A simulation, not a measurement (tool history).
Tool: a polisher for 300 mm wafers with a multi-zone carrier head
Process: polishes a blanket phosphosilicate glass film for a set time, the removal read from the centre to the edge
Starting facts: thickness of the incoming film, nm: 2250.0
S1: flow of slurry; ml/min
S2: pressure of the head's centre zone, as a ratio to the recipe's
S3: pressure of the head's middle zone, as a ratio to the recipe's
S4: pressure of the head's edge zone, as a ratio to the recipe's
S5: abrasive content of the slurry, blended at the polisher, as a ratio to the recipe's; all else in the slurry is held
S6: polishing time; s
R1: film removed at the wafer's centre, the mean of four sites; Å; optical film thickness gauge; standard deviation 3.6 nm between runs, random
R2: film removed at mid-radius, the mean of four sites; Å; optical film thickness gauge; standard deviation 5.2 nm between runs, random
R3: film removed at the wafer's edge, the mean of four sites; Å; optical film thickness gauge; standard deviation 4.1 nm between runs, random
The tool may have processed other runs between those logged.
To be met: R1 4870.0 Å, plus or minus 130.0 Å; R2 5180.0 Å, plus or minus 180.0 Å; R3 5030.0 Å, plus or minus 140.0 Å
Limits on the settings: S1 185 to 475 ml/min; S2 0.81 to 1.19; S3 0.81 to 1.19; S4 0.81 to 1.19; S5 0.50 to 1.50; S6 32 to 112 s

run,hour,S1,S2,S3,S4,S5,S6,R1,R2,R3
1,0.0,305,1.00,1.00,1.00,1.00,72,8292.6,8419.1,8250.0
2,2.6,245,1.00,1.00,1.00,1.00,72,8140.4,7977.5,8023.2
3,3.3,240,0.98,0.99,0.97,0.90,70,7462.2,7515.3,7492.1
4,9.1,240,0.98,0.99,0.97,0.90,81,8609.1,8809.3,8645.0
5,11.4,235,0.97,0.98,0.95,0.80,76,7606.5,7789.8,7666.6
6,13.8,235,0.96,0.97,0.93,0.75,72,6902.9,7292.2,7089.8
7,21.9,230,0.96,0.96,0.92,0.70,69,6363.0,6512.0,6448.1
8,22.9,235,0.95,0.95,0.90,0.65,67,6114.4,6097.8,6146.1
9,23.9,235,0.94,0.95,0.89,0.60,66,5744.5,5812.3,5850.1
10,31.5,235,0.93,0.95,0.88,0.60,65,5653.8,5774.1,5675.3
11,34.5,235,0.91,0.94,0.87,0.60,65,5562.4,5732.9,5738.0
12,40.5,235,0.90,0.94,0.86,0.60,64,5311.9,5564.3,5630.3
13,44.0,235,0.90,0.94,0.85,0.60,63,5243.3,5632.6,5439.5
14,51.7,235,0.90,0.94,0.84,0.60,63,5192.8,5557.4,5390.9
15,54.9,235,0.90,0.94,0.83,0.60,63,5239.4,5524.8,5349.6
16,57.7,230,0.89,0.94,0.82,0.55,63,5033.8,5404.7,5253.9
17,62.2,230,0.89,0.94,0.82,0.55,63,5063.1,5475.0,5187.5
18,66.9,230,0.89,0.93,0.82,0.55,63,5068.0,5376.3,5152.5

Which single option among these 4 for the next run brings every result within its allowed miss of target? Just one does.
A,71.6,255,0.92,1.03,0.81,0.75,52,?,?,?
B,71.6,195,0.91,0.95,0.86,0.60,60,?,?,?
C,71.6,230,0.89,0.88,0.82,0.55,58,?,?,?
D,71.6,215,0.85,0.88,0.89,0.75,58,?,?,?

move,R1,R2,R3
A,4902.5,5458.0,4776.4
B,4922.4,5204.0,5065.1
C,4643.3,4698.3,4741.9
D,4907.0,5207.9,5466.6
A: brings the last run's worst result on target, with another outside its allowed miss
B: in spec on every target
C: takes the biggest miss from the last run beyond its target
D: brings the last run's worst result on target, with another outside its allowed miss
So the answer is move B, the one that meets all the targets.

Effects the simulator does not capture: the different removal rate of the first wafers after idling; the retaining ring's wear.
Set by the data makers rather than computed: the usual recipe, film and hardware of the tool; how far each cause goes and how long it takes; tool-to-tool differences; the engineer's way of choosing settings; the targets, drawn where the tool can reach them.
